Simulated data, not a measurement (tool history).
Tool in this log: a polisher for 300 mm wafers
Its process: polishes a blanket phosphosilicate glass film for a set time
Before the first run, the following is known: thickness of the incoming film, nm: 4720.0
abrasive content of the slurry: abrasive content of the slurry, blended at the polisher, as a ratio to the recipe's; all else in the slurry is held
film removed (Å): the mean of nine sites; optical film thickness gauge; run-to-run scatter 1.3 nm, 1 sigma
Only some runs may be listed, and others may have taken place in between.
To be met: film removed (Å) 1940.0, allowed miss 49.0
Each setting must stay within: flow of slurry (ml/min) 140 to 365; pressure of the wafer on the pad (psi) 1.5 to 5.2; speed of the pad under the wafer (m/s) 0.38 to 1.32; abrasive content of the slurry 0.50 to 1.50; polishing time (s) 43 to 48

run	hour	flow of slurry (ml/min)	pressure of the wafer on the pad (psi)	speed of the pad under the wafer (m/s)	abrasive content of the slurry	polishing time (s)	film removed (Å)
1	0.0	235	3.3	0.84	1.00	48	4237.6
2	9.0	210	3.3	0.84	1.00	48	4214.0
3	11.0	210	3.3	0.84	0.85	48	3916.1
4	18.0	210	3.3	0.98	0.85	48	4472.1
5	21.0	210	3.0	0.94	0.85	48	3884.6
6	28.7	210	3.0	0.94	0.85	48	3928.0
7	34.2	210	2.8	0.90	0.85	48	3547.3
8	38.2	195	1.8	0.66	0.85	48	1809.5
9	45.1	200	1.8	0.66	0.85	48	1799.4
10	46.3	205	1.8	0.66	0.85	48	1791.5

Exercise: of the 5 proposed moves below, exactly one satisfies all targets within the stated allowed misses. Which move is it?
A	47.5	195	2.0	0.64	0.85	45	?
B	47.5	235	2.1	0.54	0.90	47	?
C	47.5	205	1.8	0.70	1.00	48	?
D	47.5	145	1.9	0.74	0.95	48	?
E	47.5	275	1.7	0.72	0.90	48	?

move	film removed (Å)
A	1838.7
B	1832.2
C	2040.2
D	2107.7
E	1956.7
A: better than the last run, though not everything is in spec
B: better than the last run, though not everything is in spec
C: the result that was furthest off in the last run now lies on the other side of its target
D: the result that was furthest off in the last run now lies on the other side of its target
E: every result within its allowed miss
Correct choice: E, which meets every target
